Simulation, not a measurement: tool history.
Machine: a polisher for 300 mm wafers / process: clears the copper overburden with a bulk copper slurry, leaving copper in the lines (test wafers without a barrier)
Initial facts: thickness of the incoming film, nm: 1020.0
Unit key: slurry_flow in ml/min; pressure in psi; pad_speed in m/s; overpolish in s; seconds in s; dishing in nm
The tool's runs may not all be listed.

{"run": 1, "hour": 0.0, "slurry_flow": 185, "pressure": 2.1, "pad_speed": 1.36, "slurry_solids": 1, "overpolish": 14, "seconds": 91.152, "dishing": 68.127}
{"run": 2, "hour": 2.0, "slurry_flow": 185, "pressure": 2.1, "pad_speed": 1.68, "slurry_solids": 1, "overpolish": 14, "seconds": 73.531, "dishing": 75.79}
{"run": 3, "hour": 6.1, "slurry_flow": 185, "pressure": 2.1, "pad_speed": 1.68, "slurry_solids": 1, "overpolish": 18, "seconds": 72.759, "dishing": 80.746}
{"run": 4, "hour": 7.7, "slurry_flow": 185, "pressure": 2.1, "pad_speed": 1.44, "slurry_solids": 1, "overpolish": 18, "seconds": 84.31, "dishing": 78.734}
{"run": 5, "hour": 14.5, "slurry_flow": 185, "pressure": 2.2, "pad_speed": 1.46, "slurry_solids": 1, "overpolish": 17, "seconds": 80.639, "dishing": 79.271}
{"run": 6, "hour": 20.8, "slurry_flow": 185, "pressure": 2.2, "pad_speed": 1.26, "slurry_solids": 1, "overpolish": 17, "seconds": 91.912, "dishing": 74.832}
{"run": 7, "hour": 24.5, "slurry_flow": 185, "pressure": 2.4, "pad_speed": 1.28, "slurry_solids": 1, "overpolish": 16, "seconds": 82.652, "dishing": 76.538}
{"run": 8, "hour": 32.4, "slurry_flow": 185, "pressure": 2.5, "pad_speed": 1.3, "slurry_solids": 1, "overpolish": 16, "seconds": 78.884, "dishing": 78.828}

Run 9 comes next. What will it give?
{"run": 9, "hour": 36.7, "slurry_flow": 185, "pressure": 2.6, "pad_speed": 1.32, "slurry_solids": 1, "overpolish": 15, "seconds": "?", "dishing": "?"}

seconds: 75.32 s
dishing: 78.92 nm
